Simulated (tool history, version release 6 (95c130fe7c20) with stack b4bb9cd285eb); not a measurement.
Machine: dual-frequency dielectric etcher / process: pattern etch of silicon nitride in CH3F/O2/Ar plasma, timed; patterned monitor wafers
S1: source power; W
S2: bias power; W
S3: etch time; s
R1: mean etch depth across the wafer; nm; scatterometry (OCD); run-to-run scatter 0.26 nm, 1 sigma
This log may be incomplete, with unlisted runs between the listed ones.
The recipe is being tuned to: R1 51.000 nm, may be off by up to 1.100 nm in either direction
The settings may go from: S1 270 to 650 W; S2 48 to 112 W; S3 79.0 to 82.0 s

run  hour   S1  S2    S3      R1
  1   0.0  460  80  79.0  59.022
  2   7.2  520  80  79.0  61.344
  3  11.4  470  77  79.0  59.098
  4  13.2  430  74  79.0  56.129
  5  21.1  410  73  79.0  55.200
  6  29.1  390  72  79.0  54.259
  7  31.3  310  69  79.0  49.052
  8  36.3  320  69  79.0  49.527

Below are 5 possible settings for the next run. Only one of them brings all results inside the allowed miss of their targets. Which is it?
  A  41.3  270  70  80.5   ?
  B  41.3  300  70  82.0   ?
  C  41.3  290  71  79.0   ?
  D  41.3  270  71  79.5   ?
  E  41.3  280  65  79.5   ?

move      R1
   A  48.091
   B  50.794
   C  48.610
   D  47.733
   E  46.854
A: its largest miss is bigger than the last run's
B: in spec on every target
C: its largest miss is bigger than the last run's
D: its largest miss is bigger than the last run's
E: its largest miss is bigger than the last run's
Go with B: it meets all targets.
